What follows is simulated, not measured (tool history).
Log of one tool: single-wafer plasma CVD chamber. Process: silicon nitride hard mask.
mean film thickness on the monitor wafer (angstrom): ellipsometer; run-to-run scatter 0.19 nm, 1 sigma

run,hour,heater temperature setpoint (deg C),chamber pressure (mTorr),RF power (W),deposition time (s),mean film thickness on the monitor wafer (angstrom)
1,0.0,385,1830,270,32.5,366.88
2,1.6,385,1640,270,32.5,359.71
3,9.3,385,1750,280,32.5,368.07
4,16.8,385,1550,280,32.5,356.66
5,21.0,385,1550,280,31.0,341.81
6,23.5,385,1550,305,31.0,359.23
7,31.0,385,1690,310,31.1,373.47
8,38.5,385,1790,315,31.1,382.13
9,40.3,385,1870,320,31.1,387.84

Run 10, settings as shown, results not yet in. Your forecast:
10,41.1,385,1940,325,31.1,?

{"run 10": {"mean film thickness on the monitor wafer (angstrom)": 392.13}}
